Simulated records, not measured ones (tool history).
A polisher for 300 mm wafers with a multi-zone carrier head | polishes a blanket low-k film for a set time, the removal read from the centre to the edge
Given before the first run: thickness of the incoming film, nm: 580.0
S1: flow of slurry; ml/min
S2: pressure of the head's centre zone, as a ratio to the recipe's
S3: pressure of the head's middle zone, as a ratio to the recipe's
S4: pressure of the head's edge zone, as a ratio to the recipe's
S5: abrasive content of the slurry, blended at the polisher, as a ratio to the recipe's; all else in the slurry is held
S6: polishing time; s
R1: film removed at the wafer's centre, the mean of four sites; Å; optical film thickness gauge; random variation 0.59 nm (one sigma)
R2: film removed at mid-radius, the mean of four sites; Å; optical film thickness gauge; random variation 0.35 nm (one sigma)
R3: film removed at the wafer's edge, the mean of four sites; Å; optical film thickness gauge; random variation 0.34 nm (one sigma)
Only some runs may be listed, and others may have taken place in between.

| run | hour | S1 | S2 | S3 | S4 | S5 | S6 | R1 | R2 | R3 |
|---|---|---|---|---|---|---|---|---|---|---|
| 1 | 0 | 120 | 1 | 1 | 1 | 1 | 61 | 306.41 | 309.33 | 304.63 |
| 2 | 1.7 | 120 | 1 | 1 | 1.06 | 1 | 61 | 313.22 | 310.54 | 312.4 |
| 3 | 7.3 | 120 | 1 | 1.07 | 1.06 | 1 | 61 | 307.29 | 328.5 | 311.88 |
| 4 | 14.6 | 120 | 1 | 1.14 | 1.06 | 1 | 61 | 304.79 | 341.8 | 310.66 |
| 5 | 19.2 | 130 | 1.04 | 1.09 | 1.09 | 1.05 | 61 | 335.77 | 345.31 | 321.38 |
| 6 | 23.1 | 120 | 1.04 | 1.09 | 1.09 | 1.05 | 61 | 313.5 | 333.9 | 320.41 |
|  | 31.9 | worn pad replaced by a new one |
| 7 | 31.9 | 130 | 1.07 | 1.03 | 1.11 | 1.15 | 61 | 375.47 | 362.31 | 366.52 |
| 8 | 38.1 | 160 | 1.17 | 0.93 | 1.09 | 1.1 | 61 | 424.45 | 339.94 | 360.97 |

Run 9 is up next; what results do you expect?
| 9 | 44.4 | 160 | 1.17 | 0.93 | 1.09 | 1.1 | 61 | ? | ? | ? |

R1: 420.18 Å
R2: 340.46 Å
R3: 361.82 Å
